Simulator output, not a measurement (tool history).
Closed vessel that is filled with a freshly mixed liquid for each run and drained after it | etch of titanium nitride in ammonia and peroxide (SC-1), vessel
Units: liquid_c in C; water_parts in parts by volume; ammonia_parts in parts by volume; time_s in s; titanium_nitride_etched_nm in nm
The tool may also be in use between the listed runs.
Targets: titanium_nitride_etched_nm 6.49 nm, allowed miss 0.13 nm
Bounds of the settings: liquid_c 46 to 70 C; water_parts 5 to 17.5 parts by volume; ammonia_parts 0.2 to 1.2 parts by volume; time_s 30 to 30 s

{"run": 1, "hour": 0.0, "liquid_c": 62, "water_parts": 9.5, "ammonia_parts": 0.9, "time_s": 30, "titanium_nitride_etched_nm": 5.743}
{"run": 2, "hour": 8.0, "liquid_c": 62.5, "water_parts": 9.5, "ammonia_parts": 0.9, "time_s": 30, "titanium_nitride_etched_nm": 5.9294}
{"run": 3, "hour": 13.4, "liquid_c": 56, "water_parts": 9.5, "ammonia_parts": 0.9, "time_s": 30, "titanium_nitride_etched_nm": 3.8794}
{"run": 4, "hour": 17.1, "liquid_c": 56, "water_parts": 11.5, "ammonia_parts": 0.9, "time_s": 30, "titanium_nitride_etched_nm": 3.5057}
{"run": 5, "hour": 24.9, "liquid_c": 57.5, "water_parts": 11.5, "ammonia_parts": 0.9, "time_s": 30, "titanium_nitride_etched_nm": 3.8722}
{"run": 6, "hour": 31.8, "liquid_c": 57.5, "water_parts": 11.5, "ammonia_parts": 0.9, "time_s": 30, "titanium_nitride_etched_nm": 3.8892}
{"run": 7, "hour": 40.4, "liquid_c": 58.5, "water_parts": 11.5, "ammonia_parts": 0.9, "time_s": 30, "titanium_nitride_etched_nm": 4.1364}
{"run": 8, "hour": 41.8, "liquid_c": 59.5, "water_parts": 11.5, "ammonia_parts": 0.9, "time_s": 30, "titanium_nitride_etched_nm": 4.4258}
{"run": 9, "hour": 49.9, "liquid_c": 66.5, "water_parts": 11.5, "ammonia_parts": 0.9, "time_s": 30, "titanium_nitride_etched_nm": 6.9336}
{"run": 10, "hour": 55.2, "liquid_c": 66, "water_parts": 11.5, "ammonia_parts": 0.9, "time_s": 30, "titanium_nitride_etched_nm": 6.7519}

5 next moves are on the table. One of them brings every result within its allowed miss. Which?
{"run": "A", "hour": 60.5, "liquid_c": 66, "water_parts": 11.5, "ammonia_parts": 0.7, "time_s": 30, "titanium_nitride_etched_nm": "?"}
{"run": "B", "hour": 60.5, "liquid_c": 61.5, "water_parts": 8.5, "ammonia_parts": 1.2, "time_s": 30, "titanium_nitride_etched_nm": "?"}
{"run": "C", "hour": 60.5, "liquid_c": 66, "water_parts": 12.5, "ammonia_parts": 0.75, "time_s": 30, "titanium_nitride_etched_nm": "?"}
{"run": "D", "hour": 60.5, "liquid_c": 62, "water_parts": 8.5, "ammonia_parts": 0.95, "time_s": 30, "titanium_nitride_etched_nm": "?"}
{"run": "E", "hour": 60.5, "liquid_c": 65, "water_parts": 13, "ammonia_parts": 1.15, "time_s": 30, "titanium_nitride_etched_nm": "?"}

move=A titanium_nitride_etched_nm=6.486
move=B titanium_nitride_etched_nm=6.1408
move=C titanium_nitride_etched_nm=6.281
move=D titanium_nitride_etched_nm=6.1402
move=E titanium_nitride_etched_nm=6.1893
A: meets every target
B: takes the result that was furthest off past its target
C: takes the result that was furthest off past its target
D: takes the result that was furthest off past its target
E: takes the result that was furthest off past its target
The right move is A.

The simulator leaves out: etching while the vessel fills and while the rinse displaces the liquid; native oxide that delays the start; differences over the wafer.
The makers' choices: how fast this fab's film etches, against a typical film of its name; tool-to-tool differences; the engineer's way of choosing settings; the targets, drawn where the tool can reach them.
